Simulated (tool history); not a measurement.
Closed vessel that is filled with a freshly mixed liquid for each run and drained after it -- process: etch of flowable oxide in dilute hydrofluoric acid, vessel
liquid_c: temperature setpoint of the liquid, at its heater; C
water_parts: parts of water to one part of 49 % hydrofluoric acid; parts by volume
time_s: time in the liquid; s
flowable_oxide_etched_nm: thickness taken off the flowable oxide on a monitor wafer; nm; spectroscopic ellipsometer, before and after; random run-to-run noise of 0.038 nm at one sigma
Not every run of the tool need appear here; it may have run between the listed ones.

| run | day | liquid_c | water_parts | time_s | flowable_oxide_etched_nm |
|---|---|---|---|---|---|
| 1 | 0.000 | 20.0 | 190 | 30 | 7.0196 |
| 2 | 0.304 | 20.0 | 190 | 30 | 7.0951 |
| 3 | 0.438 | 18.5 | 190 | 30 | 6.7096 |
| 4 | 0.658 | 18.5 | 125 | 30 | 10.7900 |
| 5 | 0.867 | 18.0 | 155 | 30 | 8.2166 |
| 6 | 0.962 | 18.0 | 155 | 30 | 8.4549 |
| 7 | 1.125 | 17.5 | 175 | 30 | 7.1210 |

For run 8, what comes out?
| 8 | 1.262 | 17.5 | 190 | 30 | ? |

flowable_oxide_etched_nm: 6.4547 nm
